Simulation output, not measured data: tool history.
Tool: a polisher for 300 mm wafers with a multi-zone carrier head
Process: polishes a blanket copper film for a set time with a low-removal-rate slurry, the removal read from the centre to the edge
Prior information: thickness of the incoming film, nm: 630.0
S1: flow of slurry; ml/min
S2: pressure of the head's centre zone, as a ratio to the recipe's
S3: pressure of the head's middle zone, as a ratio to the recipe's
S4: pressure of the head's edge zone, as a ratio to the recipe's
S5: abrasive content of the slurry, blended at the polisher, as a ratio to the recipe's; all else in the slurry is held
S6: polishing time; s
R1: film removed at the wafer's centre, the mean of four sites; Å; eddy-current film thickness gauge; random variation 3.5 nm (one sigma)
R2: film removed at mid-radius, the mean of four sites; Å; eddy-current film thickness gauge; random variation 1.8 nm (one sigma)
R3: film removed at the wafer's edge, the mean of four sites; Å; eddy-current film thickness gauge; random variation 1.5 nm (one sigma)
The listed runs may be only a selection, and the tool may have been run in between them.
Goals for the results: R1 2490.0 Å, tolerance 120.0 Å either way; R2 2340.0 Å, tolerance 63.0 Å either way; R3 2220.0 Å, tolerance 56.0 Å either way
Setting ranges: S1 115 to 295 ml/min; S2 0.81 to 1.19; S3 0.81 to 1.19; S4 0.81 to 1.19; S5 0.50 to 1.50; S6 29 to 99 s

run  hour   S1    S2    S3    S4    S5  S6      R1      R2      R3
  1   0.0  190  1.00  1.00  1.00  1.00  64  1981.2  1987.4  1990.1
  2   4.8  190  1.00  1.00  1.00  0.90  64  1933.1  1978.6  1975.9
  3  10.3  155  1.00  1.00  1.00  0.90  64  1839.6  1880.7  1899.9
  4  17.3  165  1.01  1.01  1.01  0.90  64  1923.4  1954.1  1945.3
  5  24.5  165  1.01  1.01  0.96  0.90  64  1901.5  1902.3  1889.8
  6  28.4  205  1.01  1.01  0.96  0.90  64  2039.3  1999.7  1955.6
  7  35.7  210  1.02  1.01  0.97  0.90  64  2012.4  2006.0  1976.1
  8  40.9  215  1.03  1.02  0.98  0.90  64  2049.3  2032.4  1979.6

4 candidate next runs follow, results not yet known. Just one meets every target within its allowed miss. Identify it.
  A  46.1  295  1.07  1.03  0.93  1.25  68   ?   ?   ?
  B  46.1  205  1.17  0.96  1.08  1.00  74   ?   ?   ?
  C  46.1  235  0.98  1.09  1.04  0.80  64   ?   ?   ?
  D  46.1  295  1.19  1.14  0.84  0.85  73   ?   ?   ?

move      R1      R2      R3
   A  2453.2  2329.4  2210.9
   B  2692.4  2212.8  2420.8
   C  1938.9  2116.7  2026.6
   D  2789.4  2592.1  2155.2
A: each result inside its tolerance
B: moves toward the targets from the last run without getting all of them in spec
C: moves toward the targets from the last run without getting all of them in spec
D: takes the biggest miss from the last run beyond its target
Correct choice: A, which meets every target

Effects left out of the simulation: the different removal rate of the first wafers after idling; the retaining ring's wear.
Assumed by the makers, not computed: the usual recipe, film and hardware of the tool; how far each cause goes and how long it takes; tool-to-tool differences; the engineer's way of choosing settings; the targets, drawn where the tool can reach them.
